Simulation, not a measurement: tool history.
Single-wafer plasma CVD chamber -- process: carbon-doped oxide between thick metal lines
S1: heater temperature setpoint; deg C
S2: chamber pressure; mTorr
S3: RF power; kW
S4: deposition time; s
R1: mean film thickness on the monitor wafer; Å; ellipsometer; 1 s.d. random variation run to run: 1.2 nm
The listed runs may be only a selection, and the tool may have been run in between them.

Run 1, hour 0: S1 330 deg C, S2 5140 mTorr, S3 0.44 kW, S4 137 s. Result: R1 6893.9 Å.
Run 2, hour 1.8: S1 330 deg C, S2 4400 mTorr, S3 0.44 kW, S4 137 s. Result: R1 6734 Å.
Run 3, hour 10.4: S1 330 deg C, S2 4400 mTorr, S3 0.44 kW, S4 130 s. Result: R1 6363.9 Å.
Run 4, hour 18.1: S1 333 deg C, S2 4150 mTorr, S3 0.44 kW, S4 130 s. Result: R1 6283.4 Å.
Run 5, hour 20: S1 343 deg C, S2 4150 mTorr, S3 0.44 kW, S4 130 s. Result: R1 6098 Å.
Run 6, hour 25.7: S1 343 deg C, S2 3820 mTorr, S3 0.44 kW, S4 130 s. Result: R1 6030.1 Å.
Run 7, hour 26.4: S1 345 deg C, S2 3680 mTorr, S3 0.435 kW, S4 130 s. Result: R1 5922.3 Å.

Forecast run 8:
Run 8, hour 35.2: S1 346 deg C, S2 3570 mTorr, S3 0.435 kW, S4 130 s. Result: R1 ?.

Run 8 gave R1 5873.9 Å.
